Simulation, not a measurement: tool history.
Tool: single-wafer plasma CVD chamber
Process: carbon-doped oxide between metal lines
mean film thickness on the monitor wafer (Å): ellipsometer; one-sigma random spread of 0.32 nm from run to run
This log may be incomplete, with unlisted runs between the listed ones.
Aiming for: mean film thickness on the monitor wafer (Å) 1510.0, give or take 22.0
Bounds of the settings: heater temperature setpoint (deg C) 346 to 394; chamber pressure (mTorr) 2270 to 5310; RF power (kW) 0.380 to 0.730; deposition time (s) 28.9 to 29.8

run  hour  heater temperature setpoint (deg C)  chamber pressure (mTorr)  RF power (kW)  deposition time (s)  mean film thickness on the monitor wafer (Å)
  1   0.0                                  370                      3790          0.555                 28.9                                        1406.4
  2   0.5                                  370                      3790          0.555                 29.8                                        1456.7
  3   6.7                                  369                      3830          0.555                 29.8                                        1463.8
  4  12.0                                  369                      3830          0.555                 28.9                                        1413.1
     20.8  -- thermocouple changed; heater temperature recalibrated
  5  20.8                                  369                      3830          0.500                 28.9                                        1269.2
  6  23.7                                  368                      3920          0.505                 28.9                                        1284.4
  7  29.9                                  368                      3930          0.515                 28.9                                        1311.3
  8  32.5                                  356                      4690          0.595                 29.0                                        1596.3
  9  35.1                                  357                      4640          0.595                 29.0                                        1579.8
 10  41.8                                  358                      4600          0.595                 29.0                                        1580.7
 11  42.6                                  359                      4550          0.595                 29.0                                        1573.3

Which single option among these 5 for the next run brings every result within its allowed miss of target? Just one does.
  A  43.4                                  360                      5280          0.530                 29.3                                             ?
  B  43.4                                  362                      4280          0.555                 28.9                                             ?
  C  43.4                                  360                      4800          0.560                 29.3                                             ?
  D  43.4                                  355                      4450          0.555                 28.9                                             ?
  E  43.4                                  353                      4690          0.540                 28.9                                             ?

move  mean film thickness on the monitor wafer (Å)
   A                                        1461.1
   B                                        1452.4
   C                                        1517.0
   D                                        1484.0
   E                                        1464.8
A: moves the result that the last run missed by most past its target, out the other side
B: moves the result that the last run missed by most past its target, out the other side
C: in spec on every target
D: moves the result that the last run missed by most past its target, out the other side
E: moves the result that the last run missed by most past its target, out the other side
Move C is the one to make.

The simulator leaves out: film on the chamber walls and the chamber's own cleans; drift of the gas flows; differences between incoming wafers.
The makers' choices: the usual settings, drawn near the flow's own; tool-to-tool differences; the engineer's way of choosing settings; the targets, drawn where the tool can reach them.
